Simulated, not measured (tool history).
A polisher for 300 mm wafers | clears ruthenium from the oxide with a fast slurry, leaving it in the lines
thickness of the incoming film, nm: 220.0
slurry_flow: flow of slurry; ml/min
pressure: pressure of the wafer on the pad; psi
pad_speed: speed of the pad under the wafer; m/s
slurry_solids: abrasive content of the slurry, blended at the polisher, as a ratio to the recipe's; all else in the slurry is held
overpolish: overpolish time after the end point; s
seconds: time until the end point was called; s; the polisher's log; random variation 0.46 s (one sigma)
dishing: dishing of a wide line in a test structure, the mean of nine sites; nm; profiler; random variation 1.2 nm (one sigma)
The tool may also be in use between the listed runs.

run,day,slurry_flow,pressure,pad_speed,slurry_solids,overpolish,seconds,dishing
1,0.000,280,2.6,1.00,1.0,12,47.409,37.522
2,0.058,280,2.3,1.00,1.0,12,53.404,31.815
3,0.379,280,2.7,1.02,1.0,11,45.806,35.737
4,0.454,280,3.0,1.06,1.0,11,38.926,38.565
5,0.488,280,3.2,1.06,1.0,12,37.475,42.697
6,0.800,280,3.4,1.08,1.0,12,34.426,45.057

The next listed run, before its measurement:
7,1.000,280,3.6,1.10,1.0,12,?,?

seconds: 31.521 s
dishing: 46.403 nm
